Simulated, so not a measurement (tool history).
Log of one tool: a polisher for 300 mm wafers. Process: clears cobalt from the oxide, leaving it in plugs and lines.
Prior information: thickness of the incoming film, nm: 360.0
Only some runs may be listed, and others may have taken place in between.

| run | day | flow of slurry (ml/min) | pressure of the wafer on the pad (kPa) | speed of the pad under the wafer (m/s) | overpolish time after the end point (s) | time until the end point was called (s) | dishing of a wide line in a test structure (angstrom) |
|---|---|---|---|---|---|---|---|
| 1 | 0 | 210 | 17.2 | 1.18 | 20 | 35.788 | 524.02 |
| 2 | 0.371 | 210 | 21.4 | 1.18 | 20 | 29.33 | 534.82 |
| 3 | 0.442 | 210 | 20 | 1.18 | 19 | 31.029 | 522.75 |
| 4 | 0.525 | 210 | 18.6 | 1.18 | 19 | 33.651 | 521.35 |
| 5 | 0.708 | 210 | 17.9 | 1.18 | 19 | 35.082 | 515.4 |
| 6 | 0.975 | 210 | 20 | 1.18 | 19 | 31.007 | 524.31 |
| 7 | 1.088 | 210 | 19.3 | 1.18 | 19 | 32.197 | 526.67 |
| 8 | 1.2 | 210 | 18.6 | 1.18 | 18 | 33.936 | 526.08 |
| 9 | 1.542 | 210 | 17.9 | 1.16 | 16 | 35.185 | 509.78 |
| 10 | 1.738 | 210 | 17.2 | 1.16 | 16 | 35.982 | 515.74 |

What does the tool deliver on the next run?
| 11 | 1.817 | 210 | 16.5 | 1.16 | 15 | ? | ? |

time until the end point was called (s): 38.541
dishing of a wide line in a test structure (angstrom): 489.05
